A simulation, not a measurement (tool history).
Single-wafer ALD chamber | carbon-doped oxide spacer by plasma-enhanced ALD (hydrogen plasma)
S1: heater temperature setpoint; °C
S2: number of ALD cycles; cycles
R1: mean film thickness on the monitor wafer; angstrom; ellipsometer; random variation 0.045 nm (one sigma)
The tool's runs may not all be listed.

run  hour   S1   S2      R1
  1   0.0  415  266  124.82
  2   8.9  415  290  136.45
  3  12.8  415  270  127.07
  4  14.9  415  290  136.92
  5  18.0  415  274  130.07
  6  21.7  418  269  126.14
  7  24.0  419  264  123.49
  8  28.7  421  260  120.76
  9  33.0  423  257  118.01
 10  35.5  425  256  117.73
 11  38.8  426  254  115.92
 12  39.8  428  253  115.13
 13  43.0  429  252  114.08
 14  49.6  430  252  113.81

Forecast run 15:
 15  54.6  431  252   ?

Run 15 gave R1 113.22 angstrom.
